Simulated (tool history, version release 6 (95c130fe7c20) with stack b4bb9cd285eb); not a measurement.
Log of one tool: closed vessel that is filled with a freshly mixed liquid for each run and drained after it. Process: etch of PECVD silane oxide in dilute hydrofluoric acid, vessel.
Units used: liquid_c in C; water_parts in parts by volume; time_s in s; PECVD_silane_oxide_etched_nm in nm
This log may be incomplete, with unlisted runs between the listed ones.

| run | day | liquid_c | water_parts | time_s | PECVD_silane_oxide_etched_nm |
|---|---|---|---|---|---|
| 1 | 0.000 | 25.0 | 205 | 90 | 7.4454 |
| 2 | 0.100 | 25.0 | 245 | 90 | 5.8868 |
| 3 | 0.467 | 25.0 | 305 | 90 | 4.5695 |
| 4 | 0.825 | 23.5 | 305 | 90 | 4.2749 |
| 5 | 1.100 | 26.0 | 265 | 90 | 5.6536 |
| 6 | 1.467 | 28.0 | 235 | 90 | 7.0542 |
| 7 | 1.558 | 29.5 | 215 | 90 | 8.2548 |

Predict the results of run 8:
| 8 | 1.683 | 30.5 | 205 | 90 | ? |

Run 8 measured PECVD_silane_oxide_etched_nm 9.1280 nm.

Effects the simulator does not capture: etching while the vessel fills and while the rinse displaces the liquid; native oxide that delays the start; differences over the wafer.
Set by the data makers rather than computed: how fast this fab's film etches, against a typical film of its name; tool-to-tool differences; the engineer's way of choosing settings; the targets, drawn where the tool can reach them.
